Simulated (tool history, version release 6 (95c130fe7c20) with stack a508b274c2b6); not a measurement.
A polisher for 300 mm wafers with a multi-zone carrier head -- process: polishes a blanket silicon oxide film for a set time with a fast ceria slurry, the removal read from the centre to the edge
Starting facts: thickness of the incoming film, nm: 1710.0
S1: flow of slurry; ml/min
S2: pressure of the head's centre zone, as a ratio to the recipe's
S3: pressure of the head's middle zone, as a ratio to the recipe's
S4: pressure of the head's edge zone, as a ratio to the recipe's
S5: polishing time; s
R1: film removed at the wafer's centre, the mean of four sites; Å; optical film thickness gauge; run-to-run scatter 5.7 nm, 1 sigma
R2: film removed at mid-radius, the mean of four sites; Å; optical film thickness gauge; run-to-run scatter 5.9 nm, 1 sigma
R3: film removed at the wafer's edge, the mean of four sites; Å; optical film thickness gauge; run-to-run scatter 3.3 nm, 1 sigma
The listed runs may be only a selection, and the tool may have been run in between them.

Run 1, hour 0.0: S1 220 ml/min, S2 1.00, S3 1.00, S4 1.00, S5 27 s. Result: R1 7378.1 Å, R2 7500.4 Å, R3 7207.8 Å.
Run 2, hour 8.9: S1 185 ml/min, S2 1.00, S3 1.00, S4 1.00, S5 27 s. Result: R1 7181.6 Å, R2 7186.7 Å, R3 7156.1 Å.
Run 3, hour 13.8: S1 185 ml/min, S2 1.00, S3 1.00, S4 0.93, S5 27 s. Result: R1 7080.2 Å, R2 7237.1 Å, R3 6843.3 Å.
Run 4, hour 22.2: S1 185 ml/min, S2 1.00, S3 1.00, S4 0.93, S5 22 s. Result: R1 5861.4 Å, R2 5785.5 Å, R3 5606.9 Å.
Run 5, hour 28.1: S1 185 ml/min, S2 0.99, S3 1.00, S4 0.92, S5 22 s. Result: R1 5958.4 Å, R2 5900.5 Å, R3 5464.9 Å.
Run 6, hour 30.8: S1 185 ml/min, S2 0.99, S3 1.00, S4 0.92, S5 28 s. Result: R1 7354.4 Å, R2 7481.9 Å, R3 7096.7 Å.
Run 7, hour 36.2: S1 185 ml/min, S2 0.97, S3 1.00, S4 0.91, S5 27 s. Result: R1 6959.1 Å, R2 7134.9 Å, R3 6695.3 Å.
Run 8, hour 42.8: S1 180 ml/min, S2 0.95, S3 1.00, S4 0.91, S5 26 s. Result: R1 6599.4 Å, R2 6944.4 Å, R3 6411.4 Å.

Forecast run 9:
Run 9, hour 43.8: S1 175 ml/min, S2 0.94, S3 0.99, S4 0.91, S5 25 s. Result: R1 ?, R2 ?, R3 ?.

{"run 9": {"R1": 6300.0, "R2": 6511.5, "R3": 6213.5}}
